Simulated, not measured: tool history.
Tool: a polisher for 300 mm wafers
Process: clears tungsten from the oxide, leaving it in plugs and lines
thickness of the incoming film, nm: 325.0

run  hour  flow of slurry (ml/min)  pressure of the wafer on the pad (psi)  speed of the pad under the wafer (cm/s)  abrasive content of the slurry  overpolish time after the end point (s)  time until the end point was called (s)
  1   0.0                      200                                     2.4                                       98                             1.0                                        5                                  110.790
  2   6.5                      200                                     2.2                                       98                             1.0                                        5                                  118.560
  3  14.7                      200                                     2.1                                       98                             1.0                                        5                                  126.130
  4  18.6                      200                                     2.1                                       98                             1.0                                        5                                  124.760
  5  20.3                      200                                     2.6                                       98                             1.0                                        5                                  100.210
  6  23.7                      200                                     2.6                                       98                             1.2                                        5                                   97.612
  7  32.5                      200                                     2.4                                       98                             1.2                                        5                                  106.330
  8  37.9                      200                                     2.2                                       98                             1.2                                        5                                  113.190
  9  43.3                      200                                     2.0                                       98                             1.2                                        5                                  124.910
 10  50.3                      200                                     1.9                                       98                             1.2                                        5                                  130.200
 11  52.9                      200                                     1.8                                       98                             1.2                                        5                                  137.750
 12  54.0                      200                                     1.7                                       98                             1.2                                        5                                  143.170
 13  56.4                      190                                     1.4                                       98                             1.2                                        5                                  173.140
 14  59.8                      195                                     1.4                                       98                             1.2                                        5                                  174.880

Forecast run 15:
 15  65.2                      200                                     1.4                                       98                             1.2                                        5                                        ?

Run 15 gave time until the end point was called (s) 178.450.

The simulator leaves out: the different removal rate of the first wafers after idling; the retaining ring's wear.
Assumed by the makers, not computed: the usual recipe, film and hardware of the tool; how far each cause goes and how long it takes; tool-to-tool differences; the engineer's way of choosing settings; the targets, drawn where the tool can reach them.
